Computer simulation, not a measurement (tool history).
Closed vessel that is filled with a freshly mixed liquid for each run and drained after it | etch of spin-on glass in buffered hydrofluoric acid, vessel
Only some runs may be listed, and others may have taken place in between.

run,hour,temperature setpoint of the liquid (C),parts of 40 % ammonium fluoride to one part of 49 % hydrofluoric acid (parts by volume),time in the liquid (s),thickness taken off the spin-on glass on a monitor wafer (angstrom)
1,0.0,22.0,14,90,1013.30
2,7.9,21.0,14,90,950.29
3,15.9,20.5,14,90,931.08
4,18.7,23.5,14,90,1091.30
5,24.1,25.0,14,90,1186.60
6,27.9,25.0,11,90,1502.00
7,28.7,21.0,13,90,1034.30

The next listed run, before its measurement:
8,32.9,20.0,13,90,?

thickness taken off the spin-on glass on a monitor wafer (angstrom): 972.88
